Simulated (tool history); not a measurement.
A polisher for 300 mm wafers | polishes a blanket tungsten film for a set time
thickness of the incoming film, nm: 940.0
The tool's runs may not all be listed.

| run | day | flow of slurry (ml/min) | pressure of the wafer on the pad (kPa) | speed of the pad under the wafer (m/s) | abrasive content of the slurry | polishing time (s) | film removed (nm) |
|---|---|---|---|---|---|---|---|
| 1 | 0.000 | 145 | 31.7 | 1.08 | 1.00 | 33 | 251.18 |
| 2 | 0.229 | 150 | 35.2 | 1.08 | 1.00 | 33 | 269.90 |
| 3 | 0.483 | 150 | 35.2 | 1.08 | 1.00 | 30 | 251.54 |
| 4 | 0.775 | 150 | 38.6 | 1.12 | 1.00 | 30 | 281.01 |
| 5 | 0.988 | 150 | 38.6 | 1.12 | 0.85 | 30 | 267.14 |
| 6 | 1.292 | 120 | 38.6 | 1.12 | 0.85 | 30 | 251.03 |

Run 7 comes next. What will it give?
| 7 | 1.642 | 135 | 41.4 | 1.14 | 0.85 | 30 | ? |

Run 7 gave film removed (nm) 283.52.
